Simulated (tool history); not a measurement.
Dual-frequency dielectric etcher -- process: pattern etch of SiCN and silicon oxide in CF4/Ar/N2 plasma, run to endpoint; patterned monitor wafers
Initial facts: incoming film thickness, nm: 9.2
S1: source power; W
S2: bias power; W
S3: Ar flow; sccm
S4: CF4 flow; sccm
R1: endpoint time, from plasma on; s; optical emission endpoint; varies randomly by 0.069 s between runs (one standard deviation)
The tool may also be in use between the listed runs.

run	hour	S1	S2	S3	S4	R1
1	0.0	370	65	76	60	13.236
2	3.2	360	65	76	60	13.513
3	4.4	360	71	76	60	13.082
4	6.6	420	71	76	60	11.484
5	8.2	420	71	88	60	11.864
6	14.5	420	71	97	60	12.183
7	20.7	400	70	97	60	12.779
8	22.3	380	70	97	60	13.316
9	28.6	370	70	97	60	13.682

Forecast run 10:
10	35.7	360	70	97	60	?

{"run 10": {"R1": 13.863}}

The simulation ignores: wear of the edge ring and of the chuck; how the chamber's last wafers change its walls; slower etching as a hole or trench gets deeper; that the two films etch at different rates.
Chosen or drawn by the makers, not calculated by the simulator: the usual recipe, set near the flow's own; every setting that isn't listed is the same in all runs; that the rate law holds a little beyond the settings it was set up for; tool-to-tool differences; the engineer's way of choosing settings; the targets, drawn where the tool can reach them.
